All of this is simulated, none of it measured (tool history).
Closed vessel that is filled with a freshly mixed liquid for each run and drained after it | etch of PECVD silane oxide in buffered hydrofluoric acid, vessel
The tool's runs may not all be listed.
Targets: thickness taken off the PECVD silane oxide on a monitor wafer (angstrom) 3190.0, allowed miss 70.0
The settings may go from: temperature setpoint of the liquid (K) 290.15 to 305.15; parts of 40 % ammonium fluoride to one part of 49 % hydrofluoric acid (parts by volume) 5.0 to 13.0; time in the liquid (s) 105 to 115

run  hour  temperature setpoint of the liquid (K)  parts of 40 % ammonium fluoride to one part of 49 % hydrofluoric acid (parts by volume)  time in the liquid (s)  thickness taken off the PECVD silane oxide on a monitor wafer (angstrom)
  1   0.0                                  298.15                                                                                      8.0                     105                                                                    4662.6
  2   2.4                                  295.65                                                                                      8.0                     105                                                                    4028.3
  3   4.6                                  294.65                                                                                      8.0                     105                                                                    3820.6
  4  12.5                                  294.65                                                                                      7.0                     105                                                                    4441.2
  5  13.9                                  294.65                                                                                      7.0                     105                                                                    4456.9
  6  19.6                                  294.65                                                                                      7.0                     115                                                                    4822.9
  7  22.8                                  293.65                                                                                      7.5                     115                                                                    4332.1
     31.6  -- thermometer replaced
  8  31.6                                  292.65                                                                                      7.5                     115                                                                    3658.4
  9  37.1                                  292.15                                                                                      7.5                     115                                                                    3515.0
 10  43.2                                  292.15                                                                                      7.5                     115                                                                    3577.1
 11  44.3                                  291.65                                                                                      7.5                     115                                                                    3390.8
 12  51.5                                  291.15                                                                                      7.5                     115                                                                    3340.6

Which of these 5 next moves meets every target?
  A  58.7                                  293.15                                                                                      7.5                     110                                                                         ?
  B  58.7                                  291.65                                                                                      8.5                     115                                                                         ?
  C  58.7                                  290.15                                                                                      7.5                     110                                                                         ?
  D  58.7                                  291.15                                                                                      7.5                     110                                                                         ?
  E  58.7                                  291.15                                                                                      7.5                     105                                                                         ?

move  thickness taken off the PECVD silane oxide on a monitor wafer (angstrom)
   A                                                                    3552.7
   B                                                                    2980.8
   C                                                                    2998.8
   D                                                                    3174.3
   E                                                                    3030.0
A: further off than the last run
B: takes the result that was furthest off past its target
C: takes the result that was furthest off past its target
D: meets every target
E: takes the result that was furthest off past its target
The right move is D.

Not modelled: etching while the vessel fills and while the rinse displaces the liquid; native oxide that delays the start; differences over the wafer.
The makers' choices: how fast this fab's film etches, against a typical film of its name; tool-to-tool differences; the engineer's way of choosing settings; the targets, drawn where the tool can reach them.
